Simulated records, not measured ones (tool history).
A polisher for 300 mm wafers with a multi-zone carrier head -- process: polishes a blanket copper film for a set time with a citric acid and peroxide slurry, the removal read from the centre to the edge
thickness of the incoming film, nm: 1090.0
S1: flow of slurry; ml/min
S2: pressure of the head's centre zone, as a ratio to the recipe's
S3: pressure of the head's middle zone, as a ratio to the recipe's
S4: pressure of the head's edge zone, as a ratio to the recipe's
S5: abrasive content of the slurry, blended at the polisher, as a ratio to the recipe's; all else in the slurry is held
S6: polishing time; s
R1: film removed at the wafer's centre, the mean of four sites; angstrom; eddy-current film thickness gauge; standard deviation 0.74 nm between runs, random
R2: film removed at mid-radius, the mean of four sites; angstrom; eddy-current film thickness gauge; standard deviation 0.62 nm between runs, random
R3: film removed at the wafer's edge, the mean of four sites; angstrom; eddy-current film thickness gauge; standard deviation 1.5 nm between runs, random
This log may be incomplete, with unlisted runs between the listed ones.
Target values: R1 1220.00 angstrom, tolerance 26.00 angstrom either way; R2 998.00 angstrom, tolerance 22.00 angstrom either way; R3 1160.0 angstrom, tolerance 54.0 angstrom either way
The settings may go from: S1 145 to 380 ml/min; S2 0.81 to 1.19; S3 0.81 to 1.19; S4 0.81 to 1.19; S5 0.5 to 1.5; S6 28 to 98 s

{"run": 1, "hour": 0.0, "S1": 245, "S2": 1.0, "S3": 1.0, "S4": 1.0, "S5": 1.0, "S6": 63, "R1": 1143.5, "R2": 1149.3, "R3": 1199.5}
{"run": 2, "hour": 4.3, "S1": 245, "S2": 1.0, "S3": 1.0, "S4": 1.0, "S5": 1.0, "S6": 55, "R1": 994.31, "R2": 1000.1, "R3": 1028.7}
{"run": 3, "hour": 9.8, "S1": 195, "S2": 1.0, "S3": 1.0, "S4": 1.0, "S5": 1.0, "S6": 55, "R1": 972.79, "R2": 977.28, "R3": 1040.1}
{"run": 4, "hour": 11.7, "S1": 195, "S2": 1.0, "S3": 1.0, "S4": 1.03, "S5": 1.0, "S6": 55, "R1": 977.86, "R2": 990.8, "R3": 1026.3}
{"run": 5, "hour": 13.7, "S1": 165, "S2": 1.0, "S3": 1.0, "S4": 1.03, "S5": 1.0, "S6": 55, "R1": 951.61, "R2": 979.06, "R3": 1037.3}
{"run": 6, "hour": 18.2, "S1": 175, "S2": 1.04, "S3": 0.97, "S4": 1.06, "S5": 1.1, "S6": 55, "R1": 1019.6, "R2": 979.09, "R3": 1049.7}
{"run": 7, "hour": 22.9, "S1": 185, "S2": 1.06, "S3": 0.94, "S4": 1.09, "S5": 1.2, "S6": 56, "R1": 1100.8, "R2": 999.77, "R3": 1104.4}
{"run": 8, "hour": 27.5, "S1": 200, "S2": 1.07, "S3": 0.93, "S4": 1.11, "S5": 1.2, "S6": 56, "R1": 1115.4, "R2": 995.97, "R3": 1120.7}
{"run": 9, "hour": 28.7, "S1": 215, "S2": 1.08, "S3": 0.92, "S4": 1.12, "S5": 1.2, "S6": 56, "R1": 1139.8, "R2": 989.54, "R3": 1146.9}
{"run": 10, "hour": 31.7, "S1": 230, "S2": 1.09, "S3": 0.92, "S4": 1.11, "S5": 1.2, "S6": 56, "R1": 1150.5, "R2": 996.68, "R3": 1157.2}

Which single option among these 5 for the next run brings every result within its allowed miss of target? Just one does.
{"run": "A", "hour": 34.7, "S1": 235, "S2": 1.09, "S3": 0.91, "S4": 1.19, "S5": 1.1, "S6": 57, "R1": "?", "R2": "?", "R3": "?"}
{"run": "B", "hour": 34.7, "S1": 260, "S2": 1.08, "S3": 0.89, "S4": 1.06, "S5": 1.1, "S6": 58, "R1": "?", "R2": "?", "R3": "?"}
{"run": "C", "hour": 34.7, "S1": 245, "S2": 1.09, "S3": 0.94, "S4": 1.05, "S5": 1.2, "S6": 56, "R1": "?", "R2": "?", "R3": "?"}
{"run": "D", "hour": 34.7, "S1": 145, "S2": 1.13, "S3": 0.99, "S4": 1.09, "S5": 1.5, "S6": 53, "R1": "?", "R2": "?", "R3": "?"}
{"run": "E", "hour": 34.7, "S1": 290, "S2": 1.15, "S3": 0.93, "S4": 1.15, "S5": 1.3, "S6": 54, "R1": "?", "R2": "?", "R3": "?"}

move=A R1=1146.00 R2=990.13 R3=1184.8
move=B R1=1165.90 R2=997.59 R3=1153.2
move=C R1=1155.30 R2=1025.10 R3=1128.4
move=D R1=1138.20 R2=1022.00 R3=1107.5
move=E R1=1217.60 R2=1012.70 R3=1167.0
A: lands further from the targets than the last run did
B: closer than the last run, but not yet in spec
C: closer than the last run, but not yet in spec
D: lands further from the targets than the last run did
E: all results in spec
Move E is the one to make.
